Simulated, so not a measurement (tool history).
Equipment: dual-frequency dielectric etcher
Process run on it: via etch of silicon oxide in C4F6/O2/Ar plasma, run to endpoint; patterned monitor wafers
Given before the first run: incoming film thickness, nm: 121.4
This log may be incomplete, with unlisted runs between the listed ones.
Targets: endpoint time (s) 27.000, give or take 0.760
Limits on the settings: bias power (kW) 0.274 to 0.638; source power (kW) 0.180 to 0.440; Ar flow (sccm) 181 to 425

run,hour,bias power (kW),source power (kW),Ar flow (sccm),endpoint time (s)
1,0.0,0.456,0.310,303,31.110
2,3.8,0.422,0.310,303,32.904
3,8.7,0.435,0.310,303,32.179
4,15.5,0.435,0.260,303,34.683
5,21.4,0.435,0.260,265,33.602
6,23.8,0.451,0.260,264,33.392
7,27.0,0.451,0.260,264,33.242
8,35.8,0.466,0.260,263,32.516
9,36.5,0.479,0.260,263,32.225
10,40.2,0.492,0.260,262,31.118
11,42.4,0.583,0.280,257,27.896
12,49.6,0.586,0.280,257,27.915
13,54.2,0.589,0.280,257,27.880

Pick the move, out of 4, that brings all results within their allowed miss; only one does.
A,58.8,0.605,0.310,299,?
B,58.8,0.612,0.320,217,?
C,58.8,0.590,0.320,208,?
D,58.8,0.626,0.330,234,?

move,endpoint time (s)
A,26.701
B,24.888
C,25.177
D,24.614
A: all results in spec
B: carries the result that was furthest off beyond its target, to the other side
C: carries the result that was furthest off beyond its target, to the other side
D: carries the result that was furthest off beyond its target, to the other side
Answer: A

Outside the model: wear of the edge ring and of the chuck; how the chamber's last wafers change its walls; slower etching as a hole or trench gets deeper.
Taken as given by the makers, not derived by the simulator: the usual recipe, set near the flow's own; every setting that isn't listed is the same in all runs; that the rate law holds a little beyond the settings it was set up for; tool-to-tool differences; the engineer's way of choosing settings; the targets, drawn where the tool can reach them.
